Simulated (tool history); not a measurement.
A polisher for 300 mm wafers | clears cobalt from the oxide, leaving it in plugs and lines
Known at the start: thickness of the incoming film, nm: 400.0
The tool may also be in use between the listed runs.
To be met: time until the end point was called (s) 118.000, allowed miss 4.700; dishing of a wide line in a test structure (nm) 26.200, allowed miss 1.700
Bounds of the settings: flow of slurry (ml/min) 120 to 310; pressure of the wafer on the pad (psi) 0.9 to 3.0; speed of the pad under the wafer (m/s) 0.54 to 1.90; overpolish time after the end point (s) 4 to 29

| run | day | flow of slurry (ml/min) | pressure of the wafer on the pad (psi) | speed of the pad under the wafer (m/s) | overpolish time after the end point (s) | time until the end point was called (s) | dishing of a wide line in a test structure (nm) |
|---|---|---|---|---|---|---|---|
| 1 | 0.000 | 200 | 1.9 | 1.22 | 15 | 73.659 | 48.480 |
| 2 | 0.325 | 200 | 2.4 | 1.22 | 15 | 60.192 | 52.704 |
| 3 | 0.658 | 200 | 2.8 | 1.22 | 15 | 50.894 | 56.900 |
| 4 | 0.767 | 200 | 2.8 | 1.22 | 11 | 51.239 | 49.089 |
| 5 | 0.988 | 240 | 2.8 | 1.22 | 11 | 50.670 | 49.597 |
| 6 | 1.329 | 240 | 2.8 | 1.22 | 7 | 50.321 | 38.021 |
| 7 | 1.658 | 230 | 2.2 | 1.16 | 9 | 68.284 | 37.379 |
| 8 | 1.850 | 230 | 1.9 | 1.14 | 9 | 77.281 | 34.465 |
| 9 | 2.204 | 230 | 1.6 | 1.12 | 9 | 92.526 | 29.695 |
| 10 | 2.338 | 230 | 1.5 | 1.12 | 9 | 98.257 | 28.320 |
| 11 | 2.496 | 230 | 1.5 | 1.12 | 9 | 97.718 | 28.838 |
| 12 | 2.662 | 230 | 1.5 | 1.12 | 9 | 96.955 | 28.125 |
| 13 | 2.825 | 230 | 1.4 | 1.12 | 9 | 101.870 | 26.686 |
| 14 | 3.192 | 230 | 1.3 | 1.12 | 10 | 109.000 | 27.762 |
| 15 | 3.375 | 230 | 1.3 | 1.12 | 10 | 109.040 | 26.684 |
| 16 | 3.638 | 230 | 1.2 | 1.12 | 11 | 119.590 | 28.390 |

5 next moves are on the table. One of them brings every result within its allowed miss. Which?
| A | 3.900 | 195 | 1.1 | 1.12 | 11 | ? | ? |
| B | 3.900 | 225 | 1.6 | 0.94 | 9 | ? | ? |
| C | 3.900 | 235 | 1.0 | 1.18 | 11 | ? | ? |
| D | 3.900 | 210 | 1.3 | 1.18 | 9 | ? | ? |
| E | 3.900 | 290 | 1.5 | 0.90 | 10 | ? | ? |

| move | time until the end point was called (s) | dishing of a wide line in a test structure (nm) |
|---|---|---|
| A | 128.250 | 25.406 |
| B | 107.990 | 24.818 |
| C | 128.980 | 25.296 |
| D | 104.790 | 25.411 |
| E | 116.060 | 25.491 |
A: brings the result that was furthest off to its target, and leaves another outside
B: brings the result that was furthest off to its target, and leaves another outside
C: brings the result that was furthest off to its target, and leaves another outside
D: brings the result that was furthest off to its target, and leaves another outside
E: meets every target
Move E is the one to make.
